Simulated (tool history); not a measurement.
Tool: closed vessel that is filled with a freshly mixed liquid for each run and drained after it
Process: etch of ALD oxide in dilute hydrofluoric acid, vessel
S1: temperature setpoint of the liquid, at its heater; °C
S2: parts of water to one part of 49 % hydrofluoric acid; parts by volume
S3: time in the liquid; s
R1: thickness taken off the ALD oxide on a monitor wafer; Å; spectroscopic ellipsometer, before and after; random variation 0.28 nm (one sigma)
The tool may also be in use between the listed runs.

run,hour,S1,S2,S3,R1
1,0,21,185,325,381.3
2,6.6,21,185,325,377.49
3,10.5,21,185,325,373.71
4,16.4,20,185,325,362.15
5,17.9,19,185,325,352.78
6,22,18.5,190,325,329.86

Forecast run 7:
7,25.1,18,190,325,?

R1: 324.45 Å

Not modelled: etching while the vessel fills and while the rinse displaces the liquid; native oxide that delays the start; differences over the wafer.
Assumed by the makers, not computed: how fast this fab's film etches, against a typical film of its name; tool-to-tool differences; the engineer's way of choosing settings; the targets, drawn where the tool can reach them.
